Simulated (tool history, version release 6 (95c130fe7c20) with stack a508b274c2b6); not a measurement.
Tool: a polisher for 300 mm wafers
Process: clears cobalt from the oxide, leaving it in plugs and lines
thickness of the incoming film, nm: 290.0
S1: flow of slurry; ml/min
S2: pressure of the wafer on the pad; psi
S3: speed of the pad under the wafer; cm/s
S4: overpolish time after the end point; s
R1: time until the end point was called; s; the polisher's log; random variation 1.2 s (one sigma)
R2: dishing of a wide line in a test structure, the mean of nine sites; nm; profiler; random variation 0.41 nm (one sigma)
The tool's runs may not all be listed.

run 1 hour=0 | S1=175 S2=1.7 S3=94 S4=26 | R1=64.852 R2=50.437
run 2 hour=7.9 | S1=170 S2=1.6 S3=94 S4=21 | R1=67.732 R2=45.461
run 3 hour=15.2 | S1=170 S2=1.6 S3=112 S4=21 | R1=57.429 R2=48.463
run 4 hour=15.7 | S1=170 S2=1.9 S3=112 S4=21 | R1=50.172 R2=54.089
run 5 hour=17 | S1=170 S2=2.1 S3=112 S4=21 | R1=47.168 R2=52.235
run 6 hour=23.5 | S1=170 S2=2.1 S3=96 S4=21 | R1=56.71 R2=52.479

Run 7 comes next. What will it give?
run 7 hour=25.9 | S1=195 S2=1.7 S3=96 S4=17 | R1=? R2=?

Run 7 gave R1 62.433 s, R2 41.881 nm.
